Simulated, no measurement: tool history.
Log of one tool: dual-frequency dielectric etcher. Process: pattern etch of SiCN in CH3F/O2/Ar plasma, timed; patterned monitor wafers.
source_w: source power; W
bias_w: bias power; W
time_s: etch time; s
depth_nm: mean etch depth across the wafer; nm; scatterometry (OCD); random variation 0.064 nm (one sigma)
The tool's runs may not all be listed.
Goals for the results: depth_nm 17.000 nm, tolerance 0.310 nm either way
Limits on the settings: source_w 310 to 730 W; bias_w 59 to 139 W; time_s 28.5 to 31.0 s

| run | day | source_w | bias_w | time_s | depth_nm |
|---|---|---|---|---|---|
| 1 | 0.000 | 520 | 99 | 31.0 | 14.581 |
| 2 | 0.238 | 520 | 87 | 31.0 | 13.543 |
| 3 | 0.388 | 520 | 87 | 31.0 | 13.497 |
| 4 | 0.512 | 520 | 87 | 28.5 | 12.415 |
| 5 | 0.712 | 520 | 87 | 31.0 | 13.462 |
| 6 | 0.825 | 540 | 89 | 31.0 | 13.895 |
| 7 | 0.854 | 560 | 90 | 31.0 | 14.183 |
| 8 | 1.021 | 580 | 91 | 31.0 | 14.549 |
| 9 | 1.275 | 590 | 92 | 31.0 | 14.770 |
| 10 | 1.542 | 600 | 93 | 31.0 | 15.077 |
| 11 | 1.571 | 610 | 93 | 31.0 | 15.138 |
| 12 | 1.646 | 620 | 93 | 31.0 | 15.285 |
| 13 | 1.958 | 630 | 93 | 31.0 | 15.405 |
| 14 | 1.992 | 640 | 93 | 31.0 | 15.477 |
| 15 | 2.250 | 650 | 93 | 31.0 | 15.571 |
| 16 | 2.446 | 660 | 94 | 31.0 | 15.722 |
| 17 | 2.754 | 670 | 95 | 31.0 | 15.913 |
| 18 | 3.008 | 680 | 96 | 31.0 | 16.148 |

Next run, 4 choices. One meets every target within its allowed miss, the rest don't. Which?
| A | 3.262 | 710 | 95 | 28.5 | ? |
| B | 3.262 | 630 | 101 | 31.0 | ? |
| C | 3.262 | 690 | 95 | 29.0 | ? |
| D | 3.262 | 640 | 116 | 30.0 | ? |

| move | depth_nm |
|---|---|
| A | 15.011 |
| B | 16.056 |
| C | 15.085 |
| D | 16.927 |
A: lands further from the targets than the last run did
B: lands further from the targets than the last run did
C: lands further from the targets than the last run did
D: all results in spec
D meets every target.
